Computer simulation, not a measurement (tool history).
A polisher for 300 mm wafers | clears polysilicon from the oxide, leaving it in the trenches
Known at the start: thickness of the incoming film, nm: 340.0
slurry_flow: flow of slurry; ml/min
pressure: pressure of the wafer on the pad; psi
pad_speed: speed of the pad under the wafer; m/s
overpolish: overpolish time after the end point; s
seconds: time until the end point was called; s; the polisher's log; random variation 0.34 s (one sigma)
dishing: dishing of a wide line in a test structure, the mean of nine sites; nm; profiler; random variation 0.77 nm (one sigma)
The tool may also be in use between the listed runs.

| run | hour | slurry_flow | pressure | pad_speed | overpolish | seconds | dishing |
|---|---|---|---|---|---|---|---|
| 1 | 0 | 300 | 2.8 | 1.04 | 17 | 26.9 | 46.897 |
| 2 | 8.2 | 300 | 2.4 | 1.04 | 17 | 31.153 | 47.026 |
| 3 | 17.1 | 300 | 2.5 | 1.02 | 15 | 31.078 | 44.944 |
| 4 | 22.8 | 345 | 2.5 | 1.02 | 15 | 29.74 | 45.346 |
| 5 | 26.2 | 345 | 2.1 | 1.02 | 15 | 35.5 | 46.758 |
| 6 | 32.9 | 345 | 2.1 | 1.02 | 11 | 35.016 | 41.386 |
| 7 | 37.4 | 330 | 2.2 | 1.02 | 10 | 33.049 | 43.735 |

Run 8 comes next. What will it give?
| 8 | 43.6 | 350 | 2.3 | 1 | 9 | ? | ? |

Run 8 gave seconds 33.065 s, dishing 41.444 nm.

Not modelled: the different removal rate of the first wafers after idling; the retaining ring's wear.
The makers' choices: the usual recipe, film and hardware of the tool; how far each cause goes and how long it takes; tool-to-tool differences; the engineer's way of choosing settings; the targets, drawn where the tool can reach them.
